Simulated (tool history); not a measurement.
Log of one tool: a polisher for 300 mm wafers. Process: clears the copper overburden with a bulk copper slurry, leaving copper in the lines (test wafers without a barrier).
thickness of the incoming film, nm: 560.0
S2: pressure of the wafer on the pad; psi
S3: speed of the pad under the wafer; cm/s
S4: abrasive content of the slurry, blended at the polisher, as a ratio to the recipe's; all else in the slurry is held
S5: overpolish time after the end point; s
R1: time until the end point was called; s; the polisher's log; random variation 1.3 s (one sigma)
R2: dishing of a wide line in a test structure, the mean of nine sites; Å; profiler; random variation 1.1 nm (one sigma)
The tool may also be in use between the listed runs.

run 1 hour=0.0 | flow_of_slurry_(ml/min)=235 S2=2.3 S3=86 S4=1.0 S5=30 | R1=95.241 R2=775.88
run 2 hour=3.8 | flow_of_slurry_(ml/min)=235 S2=2.6 S3=86 S4=1.0 S5=30 | R1=85.990 R2=851.40
run 3 hour=11.1 | flow_of_slurry_(ml/min)=235 S2=2.6 S3=88 S4=1.0 S5=26 | R1=83.305 R2=814.71
run 4 hour=15.3 | flow_of_slurry_(ml/min)=235 S2=2.6 S3=90 S4=1.0 S5=23 | R1=81.182 R2=762.84
run 5 hour=19.5 | flow_of_slurry_(ml/min)=235 S2=2.6 S3=90 S4=1.0 S5=21 | R1=82.639 R2=722.86
run 6 hour=23.2 | flow_of_slurry_(ml/min)=235 S2=2.6 S3=90 S4=1.0 S5=20 | R1=80.144 R2=709.97

Run 7 comes next. What will it give?
run 7 hour=29.7 | flow_of_slurry_(ml/min)=235 S2=2.6 S3=90 S4=1.0 S5=19 | R1=? R2=?

{"run 7": {"R1": 81.452, "R2": 693.79}}
